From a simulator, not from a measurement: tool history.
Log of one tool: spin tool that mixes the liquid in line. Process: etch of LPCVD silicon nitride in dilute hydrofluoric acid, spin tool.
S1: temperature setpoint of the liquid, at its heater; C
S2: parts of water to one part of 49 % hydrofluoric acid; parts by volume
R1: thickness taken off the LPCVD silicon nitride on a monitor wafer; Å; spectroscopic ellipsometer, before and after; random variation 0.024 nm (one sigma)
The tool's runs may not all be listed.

Run 1, hour 0.0: S1 26.0 C, S2 155 parts by volume, time under the liquid (s) 315. Result: R1 10.7940 Å.
Run 2, hour 4.3: S1 25.0 C, S2 180 parts by volume, time under the liquid (s) 315. Result: R1 9.4690 Å.
Run 3, hour 7.3: S1 25.0 C, S2 150 parts by volume, time under the liquid (s) 315. Result: R1 11.5120 Å.
Run 4, hour 14.3: S1 25.0 C, S2 115 parts by volume, time under the liquid (s) 315. Result: R1 14.1640 Å.
Run 5, hour 21.2: S1 24.0 C, S2 155 parts by volume, time under the liquid (s) 315. Result: R1 9.0608 Å.
Run 6, hour 22.7: S1 23.0 C, S2 160 parts by volume, time under the liquid (s) 315. Result: R1 8.0956 Å.
Run 7, hour 26.1: S1 22.0 C, S2 170 parts by volume, time under the liquid (s) 315. Result: R1 8.1630 Å.
Run 8, hour 34.2: S1 21.5 C, S2 190 parts by volume, time under the liquid (s) 315. Result: R1 7.1571 Å.
Run 9, hour 39.6: S1 21.5 C, S2 190 parts by volume, time under the liquid (s) 315. Result: R1 6.7249 Å.
Run 10, hour 44.7: S1 21.0 C, S2 200 parts by volume, time under the liquid (s) 315. Result: R1 5.8467 Å.

Forecast run 11:
Run 11, hour 48.7: S1 20.5 C, S2 205 parts by volume, time under the liquid (s) 315. Result: R1 ?.

R1: 5.9856 Å

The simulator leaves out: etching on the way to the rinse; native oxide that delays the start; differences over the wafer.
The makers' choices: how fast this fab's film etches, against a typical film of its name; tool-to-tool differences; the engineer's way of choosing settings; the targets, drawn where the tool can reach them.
